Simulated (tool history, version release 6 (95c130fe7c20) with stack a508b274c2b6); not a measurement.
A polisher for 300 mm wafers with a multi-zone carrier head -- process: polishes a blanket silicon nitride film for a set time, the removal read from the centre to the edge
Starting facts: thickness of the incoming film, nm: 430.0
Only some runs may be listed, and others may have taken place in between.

run,hour,flow of slurry (ml/min),pressure of the head's centre zone,pressure of the head's middle zone,pressure of the head's edge zone,polishing time (s),film removed at the wafer's centre (angstrom),film removed at mid-radius (angstrom),film removed at the wafer's edge (angstrom)
1,0,235,1,1,1,85,1519.6,1665.4,1645.4
2,7.7,235,0.99,1.01,0.98,83,1446.1,1618.3,1601
3,11.4,235,0.99,1.09,0.98,83,1475.5,1747.5,1598.1
4,18.8,235,0.99,1.16,0.98,83,1496.7,1850.1,1583.7
5,25.2,235,0.99,1.19,0.98,83,1462.1,1872.7,1617.2
6,32,235,0.91,1.19,0.98,83,1369.1,1828.2,1595.8
7,35.6,235,0.91,1.18,0.96,81,1316.6,1828.2,1553.6
8,40,235,0.92,1.16,0.95,79,1326.3,1787.7,1497.4
9,46.1,230,0.92,1.14,0.94,78,1279.4,1682.8,1466
10,52.2,225,0.93,1.13,0.92,77,1267,1673.7,1439.7
11,58.8,225,0.94,1.12,0.91,76,1294.4,1620.4,1403.6
12,59.5,225,0.94,1.12,0.91,76,1286.6,1591.9,1423.7
13,63.7,225,0.94,1.13,0.9,75,1269.7,1624.5,1378.6
14,70.9,220,0.94,1.13,0.89,75,1236.5,1616.4,1390.1

Expected results for the next run?
15,73.8,225,0.94,1.13,0.88,74,?,?,?

film removed at the wafer's centre (angstrom): 1227.7
film removed at mid-radius (angstrom): 1583.3
film removed at the wafer's edge (angstrom): 1352.4
